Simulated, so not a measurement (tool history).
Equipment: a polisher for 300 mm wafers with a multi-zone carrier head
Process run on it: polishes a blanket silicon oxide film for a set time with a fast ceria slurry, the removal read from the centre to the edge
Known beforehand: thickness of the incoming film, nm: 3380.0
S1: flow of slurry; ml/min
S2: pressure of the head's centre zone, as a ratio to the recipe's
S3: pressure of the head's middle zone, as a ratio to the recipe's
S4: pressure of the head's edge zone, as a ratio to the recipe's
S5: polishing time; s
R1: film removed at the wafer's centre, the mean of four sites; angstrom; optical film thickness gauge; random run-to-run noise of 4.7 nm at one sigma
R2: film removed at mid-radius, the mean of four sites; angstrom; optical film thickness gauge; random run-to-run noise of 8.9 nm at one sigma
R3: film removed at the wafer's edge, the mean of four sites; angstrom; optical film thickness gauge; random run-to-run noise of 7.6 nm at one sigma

run  hour   S1    S2    S3    S4  S5      R1      R2      R3
  1     0  270     1     1     1  56   11799   12206   11251
  2   1.8  270     1  0.97     1  56   11760   11676   11627
  3   5.8  270     1  0.97     1  70   14631   14496   14000
  4  10.9  270  1.05  0.97     1  70   15498   14717   14182
  5  16.3  270  1.05  0.97     1  79   17130   16358   15918
  6  23.2  320  1.05  0.97     1  79   17779   16791   16074
  7  30.6  270  0.95  1.05   0.9  63   12543   14051   12289
  8  37.2  270  0.92  1.06  0.89  53   10292   11911   10337
  9  41.4  265   0.9  1.07  0.87  47  8783.9   10640  8997.9
 10  43.2  255  0.89  1.07  0.85  44    8131  9916.9  8313.2
 11  45.9  235  0.88  1.07  0.84  42  7653.6    9344  7785.4
 12  47.6  220  0.86  1.07  0.83  42  7419.3  9379.5  7649.3
 13  52.2  210  0.85  1.05  0.83  41  6948.2  8979.4  7530.9
 14  59.8  205  0.86  1.05  0.81  37  6454.5  7987.4  6520.9

The next listed run, before its measurement:
 15  63.9  215  0.85  1.05  0.82  37   ?   ?   ?

Run 15 produced R1 6392.8 angstrom, R2 8061.2 angstrom, R3 6720.1 angstrom.
